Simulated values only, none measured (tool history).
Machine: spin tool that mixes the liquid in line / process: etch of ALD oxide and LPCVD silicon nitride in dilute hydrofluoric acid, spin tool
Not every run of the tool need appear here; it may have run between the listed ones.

run	day	temperature setpoint of the liquid (K)	parts of water to one part of 49 % hydrofluoric acid (parts by volume)	time under the liquid (s)	thickness taken off the ALD oxide on a monitor wafer (nm)	thickness taken off the LPCVD silicon nitride on a monitor wafer (nm)
1	0	297.15	60	115	21.118	0.96474
2	0.117	297.15	55	115	22.934	1.0698
3	0.308	298.65	55	115	24.297	1.1227
4	0.567	298.65	45	115	30.395	1.4497
5	0.862	298.65	35	115	39.64	1.762
6	1.138	298.65	45	115	30.304	1.351

What will run 7 give?
7	1.325	296.15	45	115	?	?

Run 7 measured thickness taken off the ALD oxide on a monitor wafer (nm) 27.515, thickness taken off the LPCVD silicon nitride on a monitor wafer (nm) 1.1839.

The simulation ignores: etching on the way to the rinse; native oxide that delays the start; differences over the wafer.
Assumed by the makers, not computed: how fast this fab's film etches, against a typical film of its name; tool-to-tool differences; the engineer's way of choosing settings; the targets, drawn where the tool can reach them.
